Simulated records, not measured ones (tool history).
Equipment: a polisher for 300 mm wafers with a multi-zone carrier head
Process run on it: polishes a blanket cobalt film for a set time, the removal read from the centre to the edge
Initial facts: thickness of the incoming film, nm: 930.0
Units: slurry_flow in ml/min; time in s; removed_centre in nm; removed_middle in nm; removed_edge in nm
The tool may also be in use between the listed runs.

Run 1, hour 0: slurry_flow 295 ml/min, centre_zone 1, middle_zone 1, edge_zone 1, time 75 s. Result: removed_centre 375.48 nm, removed_middle 383.75 nm, removed_edge 373.77 nm.
Run 2, hour 4.7: slurry_flow 320 ml/min, centre_zone 1, middle_zone 1, edge_zone 1, time 75 s. Result: removed_centre 384.4 nm, removed_middle 377.7 nm, removed_edge 377.44 nm.
Run 3, hour 11.2: slurry_flow 310 ml/min, centre_zone 1, middle_zone 0.98, edge_zone 0.97, time 73 s. Result: removed_centre 368.09 nm, removed_middle 367.19 nm, removed_edge 361.19 nm.
Run 4, hour 13.5: slurry_flow 310 ml/min, centre_zone 1.08, middle_zone 0.98, edge_zone 0.97, time 73 s. Result: removed_centre 398.98 nm, removed_middle 373.38 nm, removed_edge 366.15 nm.
Run 5, hour 17.7: slurry_flow 310 ml/min, centre_zone 1.08, middle_zone 0.95, edge_zone 0.97, time 73 s. Result: removed_centre 394.73 nm, removed_middle 356.94 nm, removed_edge 357.95 nm.
Run 6, hour 20.4: slurry_flow 295 ml/min, centre_zone 1.06, middle_zone 0.93, edge_zone 0.94, time 72 s. Result: removed_centre 385.87 nm, removed_middle 349.66 nm, removed_edge 345.75 nm.
Run 7, hour 28.6: slurry_flow 285 ml/min, centre_zone 1.03, middle_zone 0.91, edge_zone 0.92, time 71 s. Result: removed_centre 365.26 nm, removed_middle 337.16 nm, removed_edge 335.11 nm.
Run 8, hour 36.2: slurry_flow 275 ml/min, centre_zone 1.01, middle_zone 0.9, edge_zone 0.9, time 71 s. Result: removed_centre 354.49 nm, removed_middle 337.87 nm, removed_edge 330.13 nm.
Run 9, hour 41.7: slurry_flow 270 ml/min, centre_zone 1, middle_zone 0.89, edge_zone 0.89, time 70 s. Result: removed_centre 349.2 nm, removed_middle 324.99 nm, removed_edge 325.13 nm.
Run 10, hour 42.5: slurry_flow 265 ml/min, centre_zone 0.99, middle_zone 0.89, edge_zone 0.88, time 70 s. Result: removed_centre 343.96 nm, removed_middle 328.48 nm, removed_edge 323.28 nm.

Forecast run 11:
Run 11, hour 48.2: slurry_flow 265 ml/min, centre_zone 0.99, middle_zone 0.89, edge_zone 0.88, time 70 s. Result: removed_centre ?, removed_middle ?, removed_edge ?.

{"run 11": {"removed_centre": 340.66, "removed_middle": 327.42, "removed_edge": 324.24}}
